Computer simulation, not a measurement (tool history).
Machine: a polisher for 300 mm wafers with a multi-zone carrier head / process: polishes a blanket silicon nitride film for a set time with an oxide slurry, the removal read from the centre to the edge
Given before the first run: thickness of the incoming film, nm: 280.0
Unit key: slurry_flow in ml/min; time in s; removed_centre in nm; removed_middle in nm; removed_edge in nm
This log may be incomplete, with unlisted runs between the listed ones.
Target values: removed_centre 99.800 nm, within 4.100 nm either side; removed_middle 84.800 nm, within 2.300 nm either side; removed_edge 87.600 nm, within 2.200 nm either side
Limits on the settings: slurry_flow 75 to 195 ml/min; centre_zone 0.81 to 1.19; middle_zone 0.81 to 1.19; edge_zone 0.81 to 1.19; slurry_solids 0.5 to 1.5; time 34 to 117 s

run  hour  slurry_flow  centre_zone  middle_zone  edge_zone  slurry_solids  time  removed_centre  removed_middle  removed_edge
  1   0.0          125         1.00         1.00       1.00            1.0    75          77.308          76.747        77.716
  2   5.7          155         1.00         1.00       1.00            1.0    75          80.618          79.084        79.844
  3   8.1          160         1.01         1.00       1.01            1.0    75          79.697          79.396        80.706
  4  11.3          130         1.01         1.00       1.01            1.0    75          78.522          78.013        78.925
  5  15.3          135         1.03         1.00       1.02            1.0    75          80.304          77.522        79.490
  6  17.4          135         0.95         1.00       1.02            1.0    75          75.225          77.943        78.850
  7  22.5          140         0.97         1.00       1.02            1.0    75          76.611          78.157        79.605
  8  28.2          145         0.99         1.00       1.02            1.0    75          77.408          79.429        79.301
  9  30.7          145         1.01         1.00       1.02            1.0    75          80.311          78.312        80.517
 10  33.8          180         1.11         1.02       1.02            1.0    75          92.472          81.854        81.539

Which one of the following 4 next-run settings gets every result inside its allowed miss? There is exactly one.
  A  36.9          170         1.06         1.03       1.04            0.9    81               ?               ?             ?
  B  36.9          185         1.11         1.12       1.04            1.1    72               ?               ?             ?
  C  36.9          175         1.06         1.15       1.00            0.9    80               ?               ?             ?
  D  36.9          180         1.14         0.98       1.05            1.2    74               ?               ?             ?

move  removed_centre  removed_middle  removed_edge
   A          88.915          85.114        84.147
   B          91.554          89.657        82.195
   C          88.269          92.725        82.002
   D          99.643          84.906        87.776
A: just as far off the targets as the last run
B: closer than the last run, but not yet in spec
C: moves away from the targets compared with the last run
D: all results in spec
The move that meets every target is D.
